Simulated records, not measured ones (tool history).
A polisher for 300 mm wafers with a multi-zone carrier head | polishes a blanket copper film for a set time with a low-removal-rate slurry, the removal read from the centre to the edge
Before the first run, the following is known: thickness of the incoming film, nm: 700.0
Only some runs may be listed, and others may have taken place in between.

run,hour,flow of slurry (ml/min),pressure of the head's centre zone,pressure of the head's middle zone,pressure of the head's edge zone,abrasive content of the slurry,polishing time (s),film removed at the wafer's centre (Å),film removed at mid-radius (Å),film removed at the wafer's edge (Å)
1,0.0,265,1.00,1.00,1.00,1.00,84,1946.1,1979.3,2026.4
2,5.9,265,1.00,1.03,1.00,1.00,84,1978.6,2000.1,2051.8
3,8.1,225,1.00,1.03,1.00,1.00,84,1948.5,1982.2,2033.9
4,13.6,225,1.00,1.03,1.00,1.00,69,1570.9,1615.3,1643.7
5,16.3,220,0.98,0.99,0.98,0.85,61,1318.0,1328.7,1369.9
6,19.7,215,0.94,0.96,0.95,0.75,58,1178.4,1199.3,1249.8
7,24.2,210,0.91,0.94,0.92,0.70,56,1044.4,1100.5,1166.5
8,31.0,215,0.91,0.93,0.90,0.65,54,1002.3,1034.3,1092.1

For run 9, what comes out?
9,33.9,215,0.91,0.93,0.90,0.65,54,?,?,?

film removed at the wafer's centre (Å): 1006.5
film removed at mid-radius (Å): 1045.4
film removed at the wafer's edge (Å): 1080.1
